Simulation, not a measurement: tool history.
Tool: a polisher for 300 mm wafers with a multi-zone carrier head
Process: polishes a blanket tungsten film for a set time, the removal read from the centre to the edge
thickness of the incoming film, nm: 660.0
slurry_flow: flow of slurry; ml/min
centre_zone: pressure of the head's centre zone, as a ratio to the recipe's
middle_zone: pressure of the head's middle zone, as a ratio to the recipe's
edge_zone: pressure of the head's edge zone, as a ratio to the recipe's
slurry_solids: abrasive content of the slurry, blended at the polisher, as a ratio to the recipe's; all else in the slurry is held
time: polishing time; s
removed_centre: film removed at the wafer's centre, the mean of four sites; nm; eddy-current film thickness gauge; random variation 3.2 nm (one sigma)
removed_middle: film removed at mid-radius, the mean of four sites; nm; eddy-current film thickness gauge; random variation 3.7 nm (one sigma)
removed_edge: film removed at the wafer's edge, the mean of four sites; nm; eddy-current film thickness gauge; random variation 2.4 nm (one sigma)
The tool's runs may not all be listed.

{"run": 1, "hour": 0.0, "slurry_flow": 170, "centre_zone": 1.0, "middle_zone": 1.0, "edge_zone": 1.0, "slurry_solids": 1.0, "time": 31, "removed_centre": 228.98, "removed_middle": 223.29, "removed_edge": 230.31}
{"run": 2, "hour": 3.8, "slurry_flow": 170, "centre_zone": 1.0, "middle_zone": 1.0, "edge_zone": 1.0, "slurry_solids": 0.85, "time": 31, "removed_centre": 218.98, "removed_middle": 218.49, "removed_edge": 222.85}
{"run": 3, "hour": 10.1, "slurry_flow": 170, "centre_zone": 1.0, "middle_zone": 1.0, "edge_zone": 0.95, "slurry_solids": 0.85, "time": 31, "removed_centre": 220.96, "removed_middle": 217.32, "removed_edge": 215.13}
{"run": 4, "hour": 19.0, "slurry_flow": 170, "centre_zone": 1.0, "middle_zone": 1.0, "edge_zone": 0.95, "slurry_solids": 0.85, "time": 27, "removed_centre": 190.34, "removed_middle": 186.82, "removed_edge": 189.56}
{"run": 5, "hour": 25.5, "slurry_flow": 195, "centre_zone": 1.0, "middle_zone": 1.0, "edge_zone": 0.95, "slurry_solids": 0.85, "time": 27, "removed_centre": 194.58, "removed_middle": 194.03, "removed_edge": 192.13}
{"run": 6, "hour": 26.7, "slurry_flow": 195, "centre_zone": 1.0, "middle_zone": 1.0, "edge_zone": 0.92, "slurry_solids": 0.85, "time": 27, "removed_centre": 199.9, "removed_middle": 190.96, "removed_edge": 190.61}

The next listed run, before its measurement:
{"run": 7, "hour": 33.0, "slurry_flow": 195, "centre_zone": 0.99, "middle_zone": 0.99, "edge_zone": 0.95, "slurry_solids": 0.9, "time": 28, "removed_centre": "?", "removed_middle": "?", "removed_edge": "?"}

Run 7 gave removed_centre 203.79 nm, removed_middle 200.62 nm, removed_edge 203.28 nm.
